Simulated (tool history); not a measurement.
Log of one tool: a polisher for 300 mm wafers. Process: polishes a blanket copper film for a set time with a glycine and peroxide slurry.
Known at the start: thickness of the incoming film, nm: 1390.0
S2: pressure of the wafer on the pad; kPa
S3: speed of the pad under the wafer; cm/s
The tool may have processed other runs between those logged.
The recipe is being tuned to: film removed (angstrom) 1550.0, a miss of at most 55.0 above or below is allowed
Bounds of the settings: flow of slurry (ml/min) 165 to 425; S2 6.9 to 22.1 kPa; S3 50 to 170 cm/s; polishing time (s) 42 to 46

{"run": 1, "day": 0.0, "flow of slurry (ml/min)": 275, "S2": 14.5, "S3": 110, "polishing time (s)": 46, "film removed (angstrom)": 2154.4}
{"run": 2, "day": 0.083, "flow of slurry (ml/min)": 275, "S2": 14.5, "S3": 110, "polishing time (s)": 42, "film removed (angstrom)": 1929.4}
{"run": 3, "day": 0.367, "flow of slurry (ml/min)": 275, "S2": 14.5, "S3": 110, "polishing time (s)": 46, "film removed (angstrom)": 2115.8}
{"run": 4, "day": 0.529, "flow of slurry (ml/min)": 275, "S2": 14.5, "S3": 88, "polishing time (s)": 46, "film removed (angstrom)": 1759.5}
{"run": 5, "day": 0.696, "flow of slurry (ml/min)": 275, "S2": 13.8, "S3": 88, "polishing time (s)": 46, "film removed (angstrom)": 1741.4}
{"run": 6, "day": 0.988, "flow of slurry (ml/min)": 330, "S2": 13.8, "S3": 88, "polishing time (s)": 46, "film removed (angstrom)": 1755.8}
{"run": 7, "day": 1.254, "flow of slurry (ml/min)": 330, "S2": 13.1, "S3": 88, "polishing time (s)": 46, "film removed (angstrom)": 1738.0}
{"run": 8, "day": 1.296, "flow of slurry (ml/min)": 320, "S2": 12.4, "S3": 88, "polishing time (s)": 46, "film removed (angstrom)": 1695.1}
{"run": 9, "day": 1.454, "flow of slurry (ml/min)": 320, "S2": 11.7, "S3": 88, "polishing time (s)": 46, "film removed (angstrom)": 1634.9}

Below are 4 possible settings for the next run. Only one of them brings all results inside the allowed miss of their targets. Which is it?
{"run": "A", "day": 1.612, "flow of slurry (ml/min)": 230, "S2": 13.8, "S3": 88, "polishing time (s)": 42, "film removed (angstrom)": "?"}
{"run": "B", "day": 1.612, "flow of slurry (ml/min)": 355, "S2": 11.0, "S3": 82, "polishing time (s)": 44, "film removed (angstrom)": "?"}
{"run": "C", "day": 1.612, "flow of slurry (ml/min)": 290, "S2": 13.8, "S3": 78, "polishing time (s)": 42, "film removed (angstrom)": "?"}
{"run": "D", "day": 1.612, "flow of slurry (ml/min)": 290, "S2": 12.4, "S3": 78, "polishing time (s)": 43, "film removed (angstrom)": "?"}

move=A film_removed_(angstrom)=1563.3
move=B film_removed_(angstrom)=1462.3
move=C film_removed_(angstrom)=1462.7
move=D film_removed_(angstrom)=1427.3
A: every result within its allowed miss
B: carries the result that was furthest off beyond its target, to the other side
C: carries the result that was furthest off beyond its target, to the other side
D: carries the result that was furthest off beyond its target, to the other side
The move that meets every target is A.

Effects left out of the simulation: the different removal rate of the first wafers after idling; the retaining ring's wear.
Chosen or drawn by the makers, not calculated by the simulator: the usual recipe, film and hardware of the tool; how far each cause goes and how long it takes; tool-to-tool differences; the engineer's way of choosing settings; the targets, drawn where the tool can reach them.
